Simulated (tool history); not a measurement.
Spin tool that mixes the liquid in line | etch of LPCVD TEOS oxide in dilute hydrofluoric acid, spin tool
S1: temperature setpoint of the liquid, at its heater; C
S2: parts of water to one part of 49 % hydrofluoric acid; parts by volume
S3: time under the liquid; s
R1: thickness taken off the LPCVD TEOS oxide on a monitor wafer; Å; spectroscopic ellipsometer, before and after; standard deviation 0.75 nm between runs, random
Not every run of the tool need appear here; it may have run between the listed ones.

Run 1, hour 0.0: S1 24.0 C, S2 125 parts by volume, S3 220 s. Result: R1 911.09 Å.
Run 2, hour 5.7: S1 26.0 C, S2 115 parts by volume, S3 220 s. Result: R1 1084.00 Å.
Run 3, hour 10.6: S1 24.5 C, S2 115 parts by volume, S3 220 s. Result: R1 1022.20 Å.
Run 4, hour 14.3: S1 24.5 C, S2 135 parts by volume, S3 220 s. Result: R1 849.26 Å.
Run 5, hour 21.2: S1 21.0 C, S2 135 parts by volume, S3 220 s. Result: R1 741.52 Å.
Run 6, hour 25.2: S1 21.0 C, S2 175 parts by volume, S3 220 s. Result: R1 551.50 Å.
Run 7, hour 33.8: S1 23.5 C, S2 150 parts by volume, S3 220 s. Result: R1 724.26 Å.
Run 8, hour 38.4: S1 25.5 C, S2 130 parts by volume, S3 220 s. Result: R1 927.66 Å.
Run 9, hour 39.4: S1 27.0 C, S2 115 parts by volume, S3 220 s. Result: R1 1131.60 Å.
Run 10, hour 41.5: S1 28.0 C, S2 105 parts by volume, S3 220 s. Result: R1 1301.30 Å.
Run 11, hour 46.6: S1 32.0 C, S2 75 parts by volume, S3 220 s. Result: R1 2207.70 Å.
Run 12, hour 48.0: S1 31.5 C, S2 75 parts by volume, S3 220 s. Result: R1 2174.50 Å.

What does the tool deliver on the next run?
Run 13, hour 55.0: S1 31.0 C, S2 75 parts by volume, S3 220 s. Result: R1 ?.

Run 13 produced R1 2136.10 Å.

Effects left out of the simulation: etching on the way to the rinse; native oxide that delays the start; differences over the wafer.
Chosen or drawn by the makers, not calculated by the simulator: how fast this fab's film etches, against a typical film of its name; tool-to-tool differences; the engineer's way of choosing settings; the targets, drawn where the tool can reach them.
